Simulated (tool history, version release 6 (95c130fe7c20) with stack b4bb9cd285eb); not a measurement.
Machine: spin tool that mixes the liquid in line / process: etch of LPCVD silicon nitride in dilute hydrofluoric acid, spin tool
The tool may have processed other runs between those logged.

run,day,temperature setpoint of the liquid (K),parts of water to one part of 49 % hydrofluoric acid (parts by volume),time under the liquid (s),thickness taken off the LPCVD silicon nitride on a monitor wafer (angstrom)
1,0.000,296.15,45,305,32.422
2,0.096,297.15,40,305,39.284
3,0.400,297.15,40,325,42.002
4,0.696,298.15,35,325,50.848
5,1.071,299.15,35,325,53.866
6,1.279,299.15,35,325,54.611
7,1.650,299.65,35,325,54.398
8,1.992,300.15,35,325,57.435

Run 9, settings as shown, results not yet in. Your forecast:
9,2.071,300.65,35,325,?

{"run 9": {"thickness taken off the LPCVD silicon nitride on a monitor wafer (angstrom)": 59.043}}
